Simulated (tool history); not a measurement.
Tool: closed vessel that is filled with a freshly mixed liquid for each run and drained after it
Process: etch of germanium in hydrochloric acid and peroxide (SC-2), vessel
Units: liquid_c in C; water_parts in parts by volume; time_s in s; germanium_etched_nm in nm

Run 1, hour 0.0: liquid_c 56.0 C, water_parts 6.5 parts by volume, time_s 105 s. Result: germanium_etched_nm 442.69 nm.
Run 2, hour 8.3: liquid_c 56.0 C, water_parts 5.0 parts by volume, time_s 105 s. Result: germanium_etched_nm 440.58 nm.
Run 3, hour 15.9: liquid_c 53.0 C, water_parts 5.0 parts by volume, time_s 105 s. Result: germanium_etched_nm 403.73 nm.
Run 4, hour 19.6: liquid_c 53.0 C, water_parts 6.0 parts by volume, time_s 105 s. Result: germanium_etched_nm 397.52 nm.
Run 5, hour 23.4: liquid_c 53.0 C, water_parts 4.5 parts by volume, time_s 105 s. Result: germanium_etched_nm 405.81 nm.
Run 6, hour 32.2: liquid_c 53.0 C, water_parts 4.5 parts by volume, time_s 105 s. Result: germanium_etched_nm 407.40 nm.
At hour 35.1: thermometer replaced.
Run 7, hour 35.1: liquid_c 53.5 C, water_parts 4.5 parts by volume, time_s 105 s. Result: germanium_etched_nm 380.35 nm.

Forecast run 8:
Run 8, hour 37.0: liquid_c 54.5 C, water_parts 4.5 parts by volume, time_s 105 s. Result: germanium_etched_nm ?.

Run 8 gave germanium_etched_nm 398.38 nm.
